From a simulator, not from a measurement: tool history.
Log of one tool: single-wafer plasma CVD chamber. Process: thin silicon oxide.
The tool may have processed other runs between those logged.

| run | day | heater temperature setpoint (°C) | chamber pressure (mTorr) | RF power (W) | deposition time (s) | mean film thickness on the monitor wafer (angstrom) |
|---|---|---|---|---|---|---|
| 1 | 0 | 415 | 657 | 335 | 13 | 211.07 |
| 2 | 0.146 | 415 | 678 | 335 | 13 | 220.06 |
| 3 | 0.333 | 415 | 678 | 335 | 13.5 | 224.03 |
| 4 | 0.658 | 415 | 692 | 335 | 13.5 | 231.14 |
| 5 | 0.7 | 415 | 702 | 335 | 13.5 | 235.17 |
| 6 | 1.062 | 415 | 702 | 360 | 13.5 | 240.44 |

Forecast run 7:
| 7 | 1.404 | 415 | 707 | 360 | 13.5 | ? |

Run 7 came out at mean film thickness on the monitor wafer (angstrom) 243.43.
